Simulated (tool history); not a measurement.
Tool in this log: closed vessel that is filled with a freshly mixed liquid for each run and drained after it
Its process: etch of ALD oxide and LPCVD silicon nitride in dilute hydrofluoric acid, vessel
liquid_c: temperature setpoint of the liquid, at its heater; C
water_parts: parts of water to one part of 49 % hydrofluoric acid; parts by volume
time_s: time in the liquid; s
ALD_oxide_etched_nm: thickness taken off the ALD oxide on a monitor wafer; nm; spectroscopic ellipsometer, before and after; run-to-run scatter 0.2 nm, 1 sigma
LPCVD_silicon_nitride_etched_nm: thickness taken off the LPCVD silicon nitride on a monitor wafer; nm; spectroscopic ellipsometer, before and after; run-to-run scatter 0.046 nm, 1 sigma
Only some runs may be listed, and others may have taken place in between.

| run | hour | liquid_c | water_parts | time_s | ALD_oxide_etched_nm | LPCVD_silicon_nitride_etched_nm |
|---|---|---|---|---|---|---|
| 1 | 0.0 | 20.0 | 130 | 190 | 31.005 | 0.52930 |
| 2 | 5.3 | 20.0 | 100 | 190 | 41.410 | 0.79282 |
| 3 | 11.2 | 20.0 | 100 | 235 | 51.777 | 0.83467 |
| 4 | 15.5 | 19.5 | 105 | 235 | 47.896 | 0.81230 |
| 5 | 16.9 | 19.0 | 110 | 235 | 44.179 | 0.80998 |
| 6 | 20.4 | 18.5 | 110 | 235 | 43.953 | 0.64933 |
| 7 | 27.0 | 18.5 | 115 | 235 | 41.792 | 0.66839 |

Run 8 is up next; what results do you expect?
| 8 | 30.2 | 17.0 | 120 | 235 | ? | ? |

ALD_oxide_etched_nm: 37.325 nm
LPCVD_silicon_nitride_etched_nm: 0.51646 nm

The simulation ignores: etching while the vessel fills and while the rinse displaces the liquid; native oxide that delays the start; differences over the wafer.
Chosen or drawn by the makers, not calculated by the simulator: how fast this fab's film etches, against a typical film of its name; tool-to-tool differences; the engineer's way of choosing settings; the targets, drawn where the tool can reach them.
